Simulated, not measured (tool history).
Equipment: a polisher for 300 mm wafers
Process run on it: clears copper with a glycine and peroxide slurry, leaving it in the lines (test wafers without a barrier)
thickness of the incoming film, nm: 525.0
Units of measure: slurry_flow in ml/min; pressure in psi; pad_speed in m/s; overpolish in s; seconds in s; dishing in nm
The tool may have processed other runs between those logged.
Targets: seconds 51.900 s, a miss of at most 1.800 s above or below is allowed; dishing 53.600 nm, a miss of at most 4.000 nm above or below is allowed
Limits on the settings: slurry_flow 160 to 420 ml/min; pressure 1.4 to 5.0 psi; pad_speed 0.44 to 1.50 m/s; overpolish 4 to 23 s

run,day,slurry_flow,pressure,pad_speed,overpolish,seconds,dishing
1,0.000,270,3.2,0.96,12,87.831,53.212
2,0.283,205,3.2,0.96,12,90.684,52.697
3,0.333,180,3.2,0.96,12,93.249,50.769
4,0.588,180,2.8,0.96,12,102.720,46.394
5,0.729,180,2.8,1.08,12,94.942,50.643
6,0.946,180,2.8,1.08,10,93.729,44.655
7,0.971,195,3.2,1.08,9,83.174,43.104
8,1.179,205,3.5,1.08,9,75.555,48.356
9,1.379,215,3.7,1.08,8,72.318,45.966
# day 1.567: head pressure recalibrated
10,1.567,225,3.9,1.08,8,64.171,49.100
11,1.729,235,4.0,1.08,8,64.549,51.187
12,2.096,245,4.1,1.08,8,63.011,50.956
13,2.462,250,5.0,1.10,6,50.938,49.581

5 candidate next runs follow, results not yet known. Just one meets every target within its allowed miss. Identify it.
A,2.829,245,4.7,1.28,6,?,?
B,2.829,250,5.0,1.08,6,?,?
C,2.829,215,4.8,1.20,5,?,?
D,2.829,295,5.0,1.06,7,?,?
E,2.829,325,4.0,1.42,7,?,?

move,seconds,dishing
A,47.849,51.270
B,52.640,47.679
C,50.640,42.227
D,52.584,54.032
E,48.955,56.333
A: corrects the largest miss of the last run, while another result sits out of spec
B: lands further from the targets than the last run did
C: lands further from the targets than the last run did
D: in spec on every target
E: corrects the largest miss of the last run, while another result sits out of spec
Go with D: it meets all targets.
